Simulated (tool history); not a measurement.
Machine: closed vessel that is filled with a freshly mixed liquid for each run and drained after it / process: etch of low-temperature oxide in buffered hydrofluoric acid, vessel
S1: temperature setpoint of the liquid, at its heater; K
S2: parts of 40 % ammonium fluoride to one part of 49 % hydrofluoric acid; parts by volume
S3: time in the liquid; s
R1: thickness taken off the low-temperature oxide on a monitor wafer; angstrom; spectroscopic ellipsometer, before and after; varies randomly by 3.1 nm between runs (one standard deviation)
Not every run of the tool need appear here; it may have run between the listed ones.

run  hour      S1    S2   S3      R1
  1   0.0  298.15  14.0  105  3009.3
  2   3.1  299.65  14.0  105  3254.8
  3   7.0  299.65  17.5  105  2628.5
  4  12.3  299.65  17.5  105  2598.7
  5  21.4  298.15  17.5  105  2404.2
  6  28.1  294.65  17.5  105  2007.6
  7  30.1  298.15  16.5  105  2535.0

Run 8, settings as shown, results not yet in. Your forecast:
  8  35.1  298.15  16.5  105   ?

R1: 2537.3 angstrom

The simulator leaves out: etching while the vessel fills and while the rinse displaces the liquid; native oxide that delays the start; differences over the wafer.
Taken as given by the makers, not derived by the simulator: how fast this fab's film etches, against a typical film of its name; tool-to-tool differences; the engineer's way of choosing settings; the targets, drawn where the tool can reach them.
